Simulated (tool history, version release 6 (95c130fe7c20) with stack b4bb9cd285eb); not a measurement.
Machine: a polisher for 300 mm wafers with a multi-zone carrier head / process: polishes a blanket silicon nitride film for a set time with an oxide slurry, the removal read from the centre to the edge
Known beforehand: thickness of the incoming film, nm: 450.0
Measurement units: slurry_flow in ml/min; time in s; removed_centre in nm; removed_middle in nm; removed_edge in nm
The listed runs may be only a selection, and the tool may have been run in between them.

Run 1, hour 0: slurry_flow 245 ml/min, centre_zone 1, middle_zone 1, edge_zone 1, slurry_solids 1, time 46 s. Result: removed_centre 20.676 nm, removed_middle 21.254 nm, removed_edge 20.852 nm.
Run 2, hour 3.5: slurry_flow 245 ml/min, centre_zone 1, middle_zone 1, edge_zone 1.07, slurry_solids 1, time 46 s. Result: removed_centre 20.692 nm, removed_middle 21.277 nm, removed_edge 21.451 nm.
Run 3, hour 12: slurry_flow 245 ml/min, centre_zone 1, middle_zone 1, edge_zone 1.07, slurry_solids 0.85, time 46 s. Result: removed_centre 19.379 nm, removed_middle 20.213 nm, removed_edge 20.137 nm.
Run 4, hour 15.6: slurry_flow 220 ml/min, centre_zone 1, middle_zone 1, edge_zone 1.07, slurry_solids 0.85, time 46 s. Result: removed_centre 19.226 nm, removed_middle 19.769 nm, removed_edge 20.231 nm.
Run 5, hour 19.8: slurry_flow 220 ml/min, centre_zone 1, middle_zone 1, edge_zone 1.07, slurry_solids 0.95, time 46 s. Result: removed_centre 19.899 nm, removed_middle 20.578 nm, removed_edge 21.433 nm.
Run 6, hour 28.6: slurry_flow 220 ml/min, centre_zone 1, middle_zone 0.95, edge_zone 1.07, slurry_solids 0.95, time 46 s. Result: removed_centre 19.967 nm, removed_middle 19.664 nm, removed_edge 20.376 nm.
Run 7, hour 36.6: slurry_flow 215 ml/min, centre_zone 1, middle_zone 0.92, edge_zone 1.05, slurry_solids 0.85, time 46 s. Result: removed_centre 19.208 nm, removed_middle 18.3 nm, removed_edge 19.849 nm.

Forecast run 8:
Run 8, hour 42.7: slurry_flow 240 ml/min, centre_zone 1, middle_zone 0.9, edge_zone 1.01, slurry_solids 0.8, time 45 s. Result: removed_centre ?, removed_middle ?, removed_edge ?.

{"run 8": {"removed_centre": 18.542, "removed_middle": 17.508, "removed_edge": 18.994}}

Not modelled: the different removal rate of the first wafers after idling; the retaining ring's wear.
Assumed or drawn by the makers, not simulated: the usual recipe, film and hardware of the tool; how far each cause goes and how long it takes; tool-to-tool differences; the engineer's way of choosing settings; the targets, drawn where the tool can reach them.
